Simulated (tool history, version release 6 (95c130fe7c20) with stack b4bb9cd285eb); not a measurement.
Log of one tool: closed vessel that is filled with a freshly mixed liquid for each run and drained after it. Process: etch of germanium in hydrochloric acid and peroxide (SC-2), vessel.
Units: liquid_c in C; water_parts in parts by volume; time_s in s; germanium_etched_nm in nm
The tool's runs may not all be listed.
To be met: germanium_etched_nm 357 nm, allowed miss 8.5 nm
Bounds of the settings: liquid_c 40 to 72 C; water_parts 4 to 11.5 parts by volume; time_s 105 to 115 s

Run 1, hour 0: liquid_c 56 C, water_parts 6.5 parts by volume, time_s 105 s. Result: germanium_etched_nm 418.67 nm.
Run 2, hour 5: liquid_c 55 C, water_parts 6.5 parts by volume, time_s 105 s. Result: germanium_etched_nm 411.22 nm.
Run 3, hour 12.2: liquid_c 54 C, water_parts 6.5 parts by volume, time_s 105 s. Result: germanium_etched_nm 401.32 nm.
Run 4, hour 14.7: liquid_c 53.5 C, water_parts 6.5 parts by volume, time_s 105 s. Result: germanium_etched_nm 394.71 nm.
At hour 19.4: new drum of peroxide connected.
Run 5, hour 19.4: liquid_c 53.5 C, water_parts 5.5 parts by volume, time_s 105 s. Result: germanium_etched_nm 391.44 nm.
Run 6, hour 27.8: liquid_c 53 C, water_parts 5.5 parts by volume, time_s 105 s. Result: germanium_etched_nm 387.68 nm.
Run 7, hour 33.8: liquid_c 52.5 C, water_parts 5.5 parts by volume, time_s 105 s. Result: germanium_etched_nm 383.59 nm.
Run 8, hour 42.4: liquid_c 52 C, water_parts 5.5 parts by volume, time_s 105 s. Result: germanium_etched_nm 376.4 nm.

Which of these 4 next moves meets every target?
Run A, hour 51: liquid_c 51.5 C, water_parts 6 parts by volume, time_s 115 s. Result: germanium_etched_nm ?.
Run B, hour 51: liquid_c 51.5 C, water_parts 5.5 parts by volume, time_s 115 s. Result: germanium_etched_nm ?.
Run C, hour 51: liquid_c 51.5 C, water_parts 9.5 parts by volume, time_s 105 s. Result: germanium_etched_nm ?.
Run D, hour 51: liquid_c 51.5 C, water_parts 5.5 parts by volume, time_s 110 s. Result: germanium_etched_nm ?.

move  germanium_etched_nm
   A                411.4
   B               412.73
   C               364.71
   D               394.78
A: further off than the last run
B: further off than the last run
C: meets every target
D: further off than the last run
The right move is C.
